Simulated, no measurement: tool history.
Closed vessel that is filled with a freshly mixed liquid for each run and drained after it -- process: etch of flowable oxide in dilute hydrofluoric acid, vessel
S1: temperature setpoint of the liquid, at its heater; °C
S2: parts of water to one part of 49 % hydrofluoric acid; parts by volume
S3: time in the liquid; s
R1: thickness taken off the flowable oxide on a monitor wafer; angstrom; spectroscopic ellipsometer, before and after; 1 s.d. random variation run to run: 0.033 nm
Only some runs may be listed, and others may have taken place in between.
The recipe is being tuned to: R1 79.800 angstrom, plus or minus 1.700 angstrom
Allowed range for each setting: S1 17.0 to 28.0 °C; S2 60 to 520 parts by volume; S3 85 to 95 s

| run | day | S1 | S2 | S3 | R1 |
|---|---|---|---|---|---|
| 1 | 0.000 | 20.0 | 290 | 85 | 111.790 |
| 2 | 0.108 | 23.5 | 290 | 85 | 126.770 |
| 3 | 0.271 | 23.0 | 295 | 85 | 121.440 |
| 4 | 0.550 | 22.5 | 300 | 85 | 117.220 |
| 5 | 0.625 | 22.5 | 365 | 85 | 90.403 |
| 6 | 0.879 | 22.0 | 365 | 85 | 89.048 |
| 7 | 0.996 | 22.0 | 365 | 85 | 89.109 |
| 8 | 1.133 | 21.5 | 365 | 85 | 86.989 |
| 9 | 1.204 | 21.5 | 365 | 85 | 87.325 |
| 10 | 1.438 | 20.0 | 365 | 85 | 82.810 |

Which single option among these 4 for the next run brings every result within its allowed miss of target? Just one does.
| A | 1.671 | 21.0 | 370 | 90 | ? |
| B | 1.671 | 20.0 | 390 | 85 | ? |
| C | 1.671 | 17.0 | 345 | 90 | ? |
| D | 1.671 | 21.5 | 405 | 90 | ? |

| move | R1 |
|---|---|
| A | 88.315 |
| B | 75.142 |
| C | 83.776 |
| D | 79.659 |
A: the biggest miss grows against the last run
B: takes the biggest miss from the last run beyond its target
C: the biggest miss grows against the last run
D: in spec on every target
The move that meets every target is D.
